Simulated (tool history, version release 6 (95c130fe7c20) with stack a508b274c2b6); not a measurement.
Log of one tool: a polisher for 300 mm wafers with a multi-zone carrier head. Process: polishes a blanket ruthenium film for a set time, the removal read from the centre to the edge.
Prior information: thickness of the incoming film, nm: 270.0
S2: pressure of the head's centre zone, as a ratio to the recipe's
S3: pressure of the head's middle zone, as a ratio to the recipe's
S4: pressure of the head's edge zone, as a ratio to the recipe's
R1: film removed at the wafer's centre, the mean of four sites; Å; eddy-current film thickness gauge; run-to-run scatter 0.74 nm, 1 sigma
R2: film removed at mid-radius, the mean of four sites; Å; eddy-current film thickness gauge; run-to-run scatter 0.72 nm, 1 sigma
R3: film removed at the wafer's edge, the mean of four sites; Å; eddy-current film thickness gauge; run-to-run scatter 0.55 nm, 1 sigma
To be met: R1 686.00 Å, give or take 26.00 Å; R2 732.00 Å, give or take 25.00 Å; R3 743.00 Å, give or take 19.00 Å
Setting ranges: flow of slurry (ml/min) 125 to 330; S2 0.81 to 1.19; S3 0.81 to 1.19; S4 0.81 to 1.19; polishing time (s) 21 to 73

run 1 hour=0.0 | flow_of_slurry_(ml/min)=210 S2=1.00 S3=1.00 S4=1.00 polishing_time_(s)=47 | R1=566.21 R2=555.05 R3=548.77
run 2 hour=2.7 | flow_of_slurry_(ml/min)=210 S2=1.00 S3=1.00 S4=1.00 polishing_time_(s)=58 | R1=694.20 R2=674.44 R3=681.66
run 3 hour=5.6 | flow_of_slurry_(ml/min)=210 S2=1.07 S3=1.00 S4=1.00 polishing_time_(s)=58 | R1=735.18 R2=670.56 R3=675.64
run 4 hour=13.9 | flow_of_slurry_(ml/min)=215 S2=1.06 S3=1.00 S4=1.01 polishing_time_(s)=58 | R1=732.29 R2=672.48 R3=685.17
run 5 hour=16.8 | flow_of_slurry_(ml/min)=215 S2=1.02 S3=1.00 S4=1.01 polishing_time_(s)=58 | R1=714.66 R2=675.27 R3=694.81
run 6 hour=22.5 | flow_of_slurry_(ml/min)=215 S2=0.97 S3=1.00 S4=1.01 polishing_time_(s)=58 | R1=682.01 R2=679.84 R3=681.60
run 7 hour=26.4 | flow_of_slurry_(ml/min)=220 S2=0.96 S3=1.00 S4=1.02 polishing_time_(s)=58 | R1=693.96 R2=681.33 R3=697.59
run 8 hour=34.8 | flow_of_slurry_(ml/min)=220 S2=0.95 S3=1.01 S4=1.03 polishing_time_(s)=58 | R1=665.57 R2=688.43 R3=687.48
run 9 hour=41.1 | flow_of_slurry_(ml/min)=270 S2=0.94 S3=1.01 S4=1.13 polishing_time_(s)=60 | R1=709.06 R2=730.54 R3=765.16

Pick the move, out of 5, that brings all results within their allowed miss; only one does.
run A hour=47.4 | flow_of_slurry_(ml/min)=290 S2=0.88 S3=1.01 S4=1.04 polishing_time_(s)=60 | R1=? R2=? R3=?
run B hour=47.4 | flow_of_slurry_(ml/min)=270 S2=0.81 S3=0.96 S4=1.19 polishing_time_(s)=62 | R1=? R2=? R3=?
run C hour=47.4 | flow_of_slurry_(ml/min)=195 S2=0.93 S3=0.98 S4=1.16 polishing_time_(s)=63 | R1=? R2=? R3=?
run D hour=47.4 | flow_of_slurry_(ml/min)=245 S2=0.92 S3=1.04 S4=1.19 polishing_time_(s)=61 | R1=? R2=? R3=?
run E hour=47.4 | flow_of_slurry_(ml/min)=290 S2=0.96 S3=1.00 S4=1.08 polishing_time_(s)=62 | R1=? R2=? R3=?

move=A R1=684.02 R2=734.23 R3=744.75
move=B R1=660.66 R2=721.47 R3=819.97
move=C R1=706.19 R2=714.13 R3=795.87
move=D R1=703.27 R2=750.57 R3=799.02
move=E R1=752.84 R2=752.07 R3=784.25
A: in spec on every target
B: moves away from the targets compared with the last run
C: moves away from the targets compared with the last run
D: moves away from the targets compared with the last run
E: moves away from the targets compared with the last run
A is the move that brings every result within its allowed miss.
